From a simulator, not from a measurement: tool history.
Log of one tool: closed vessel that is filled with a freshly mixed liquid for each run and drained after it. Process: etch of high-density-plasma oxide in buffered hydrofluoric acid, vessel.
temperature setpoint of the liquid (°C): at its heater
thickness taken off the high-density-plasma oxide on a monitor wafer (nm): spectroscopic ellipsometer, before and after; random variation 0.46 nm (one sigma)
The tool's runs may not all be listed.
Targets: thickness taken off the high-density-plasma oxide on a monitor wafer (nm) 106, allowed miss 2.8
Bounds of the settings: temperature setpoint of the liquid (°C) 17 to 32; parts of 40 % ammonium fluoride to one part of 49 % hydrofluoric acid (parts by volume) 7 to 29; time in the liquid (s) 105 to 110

run  hour  temperature setpoint of the liquid (°C)  parts of 40 % ammonium fluoride to one part of 49 % hydrofluoric acid (parts by volume)  time in the liquid (s)  thickness taken off the high-density-plasma oxide on a monitor wafer (nm)
  1     0                                       24                                                                                       18                     105                                                                     127.27
  2   2.4                                     23.5                                                                                       18                     105                                                                     124.79
  3   8.2                                       23                                                                                       18                     105                                                                     120.83
  4   9.4                                       25                                                                                       18                     105                                                                     135.85
  5  17.3                                     24.5                                                                                       18                     105                                                                     132.14
  6  23.3                                       24                                                                                       18                     105                                                                     128.49
  7  25.2                                     23.5                                                                                       18                     105                                                                     124.14
  8  34.2                                       23                                                                                       18                     105                                                                     121.22
  9  41.9                                     22.5                                                                                       18                     105                                                                     118.53
 10  46.7                                       22                                                                                       18                     105                                                                      114.6

Which of these 4 next moves meets every target?
  A  51.5                                     21.5                                                                                       20                     105                                                                          ?
  B  51.5                                     20.5                                                                                     15.5                     110                                                                          ?
  C  51.5                                     22.5                                                                                     22.5                     105                                                                          ?
  D  51.5                                     21.5                                                                                       20                     110                                                                          ?

move  thickness taken off the high-density-plasma oxide on a monitor wafer (nm)
   A                                                                     100.78
   B                                                                     128.39
   C                                                                     98.222
   D                                                                     105.58
A: takes the result that was furthest off past its target
B: further off than the last run
C: takes the result that was furthest off past its target
D: meets every target
Answer: D
